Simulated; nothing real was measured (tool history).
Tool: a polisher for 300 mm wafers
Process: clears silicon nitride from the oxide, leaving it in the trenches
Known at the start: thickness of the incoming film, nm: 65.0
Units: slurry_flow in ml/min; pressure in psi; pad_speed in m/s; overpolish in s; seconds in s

run,day,slurry_flow,pressure,pad_speed,overpolish,seconds
1,0.000,130,2.4,1.20,7,86.088
2,0.117,130,2.4,1.20,7,87.501
3,0.179,130,2.0,1.18,7,99.590
4,0.475,130,2.0,1.18,7,98.327
5,0.542,130,2.0,1.18,7,98.150
6,0.825,130,2.0,1.30,7,89.733
7,1.150,125,1.7,1.22,7,105.890

The next listed run, before its measurement:
8,1.392,120,1.1,1.04,7,?

seconds: 163.290 s
